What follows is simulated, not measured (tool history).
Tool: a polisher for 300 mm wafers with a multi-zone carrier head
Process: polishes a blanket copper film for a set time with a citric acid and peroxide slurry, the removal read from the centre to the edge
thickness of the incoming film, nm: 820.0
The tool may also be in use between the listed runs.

run,day,flow of slurry (ml/min),pressure of the head's centre zone,pressure of the head's middle zone,pressure of the head's edge zone,abrasive content of the slurry,polishing time (s),film removed at the wafer's centre (Å),film removed at mid-radius (Å),film removed at the wafer's edge (Å)
1,0.000,130,1.00,1.00,1.00,1.00,86,2272.8,2372.0,2382.3
2,0.067,130,0.96,1.00,1.00,1.00,86,2203.4,2300.8,2381.2
3,0.346,135,0.96,1.04,1.01,1.10,88,2339.1,2406.9,2509.2
4,0.567,135,0.96,1.04,1.01,1.10,77,2020.7,2170.8,2186.2
5,0.808,135,1.00,1.04,1.01,1.10,77,2093.1,2168.0,2203.6
6,1.154,135,0.96,1.07,0.97,1.05,85,2197.9,2438.5,2355.4
7,1.354,140,0.95,1.09,0.94,1.05,90,2292.7,2710.2,2442.6
8,1.612,175,0.97,1.19,1.04,1.30,95,2732.8,3212.9,2914.8
9,1.650,180,0.96,1.19,1.02,1.30,96,2683.1,3289.3,2954.1
10,1.712,180,0.96,1.19,1.00,1.30,97,2785.0,3370.9,2984.7

The next listed run, before its measurement:
11,1.912,200,0.90,1.19,0.93,1.50,99,?,?,?

film removed at the wafer's centre (Å): 2771.2
film removed at mid-radius (Å): 3450.1
film removed at the wafer's edge (Å): 3007.6
